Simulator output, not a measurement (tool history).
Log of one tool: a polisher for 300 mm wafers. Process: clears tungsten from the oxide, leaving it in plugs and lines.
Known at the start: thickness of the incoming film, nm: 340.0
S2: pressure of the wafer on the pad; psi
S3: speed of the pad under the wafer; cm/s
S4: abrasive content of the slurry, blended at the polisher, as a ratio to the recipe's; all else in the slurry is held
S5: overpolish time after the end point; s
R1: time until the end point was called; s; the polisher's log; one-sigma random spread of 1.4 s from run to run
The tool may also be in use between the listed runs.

run 1 hour=0 | flow_of_slurry_(ml/min)=125 S2=3.3 S3=140 S4=1 S5=9 | R1=57.071
run 2 hour=6.3 | flow_of_slurry_(ml/min)=125 S2=3 S3=138 S4=1 S5=9 | R1=64.044
run 3 hour=7.2 | flow_of_slurry_(ml/min)=115 S2=3 S3=138 S4=1 S5=9 | R1=65.026
run 4 hour=10.6 | flow_of_slurry_(ml/min)=115 S2=2.8 S3=138 S4=1 S5=9 | R1=68.055
run 5 hour=13.4 | flow_of_slurry_(ml/min)=115 S2=2.8 S3=138 S4=0.9 S5=9 | R1=73.557
run 6 hour=17.3 | flow_of_slurry_(ml/min)=115 S2=2.7 S3=138 S4=0.9 S5=9 | R1=73.702

The next listed run, before its measurement:
run 7 hour=19.7 | flow_of_slurry_(ml/min)=115 S2=2.5 S3=138 S4=0.9 S5=9 | R1=?

Run 7 yielded R1 77.459 s.
